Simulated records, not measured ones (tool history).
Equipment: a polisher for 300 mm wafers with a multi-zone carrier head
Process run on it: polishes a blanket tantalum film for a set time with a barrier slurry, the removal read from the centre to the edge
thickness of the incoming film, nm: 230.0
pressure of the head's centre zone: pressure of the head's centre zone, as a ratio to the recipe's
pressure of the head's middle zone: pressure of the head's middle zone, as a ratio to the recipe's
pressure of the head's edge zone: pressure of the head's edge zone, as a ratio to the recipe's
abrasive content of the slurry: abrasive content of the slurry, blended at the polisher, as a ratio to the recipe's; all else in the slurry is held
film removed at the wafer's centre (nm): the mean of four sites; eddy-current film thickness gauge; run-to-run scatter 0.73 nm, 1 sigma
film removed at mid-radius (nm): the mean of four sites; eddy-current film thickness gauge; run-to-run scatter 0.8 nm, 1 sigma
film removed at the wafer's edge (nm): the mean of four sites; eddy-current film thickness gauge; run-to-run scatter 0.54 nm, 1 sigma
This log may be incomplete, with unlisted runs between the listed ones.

run,day,flow of slurry (ml/min),pressure of the head's centre zone,pressure of the head's middle zone,pressure of the head's edge zone,abrasive content of the slurry,polishing time (s),film removed at the wafer's centre (nm),film removed at mid-radius (nm),film removed at the wafer's edge (nm)
1,0.000,285,1.00,1.00,1.00,1.00,46,58.280,59.802,59.811
2,0.283,285,1.00,1.00,1.00,1.00,36,44.620,46.498,46.462
3,0.583,305,1.07,1.02,1.02,1.15,39,53.941,52.613,52.942
4,0.788,305,1.07,1.02,1.02,1.30,39,55.688,55.348,54.180
5,1.088,305,1.07,1.02,1.02,1.15,39,54.023,52.454,52.930
6,1.367,320,1.11,1.04,1.02,1.25,42,62.495,59.613,58.257
7,1.583,335,1.14,1.04,1.03,1.35,43,66.057,62.242,61.528
8,1.867,335,1.16,1.03,1.01,1.40,45,72.303,65.749,62.628
9,2.100,335,1.16,1.03,1.01,1.40,45,71.066,65.730,64.365
10,2.329,345,1.17,1.02,0.99,1.45,46,74.464,66.246,65.826

Expected results for the next run?
11,2.375,345,1.18,1.03,0.98,1.45,47,?,?,?

{"run 11": {"film removed at the wafer's centre (nm)": 77.268, "film removed at mid-radius (nm)": 67.982, "film removed at the wafer's edge (nm)": 66.302}}
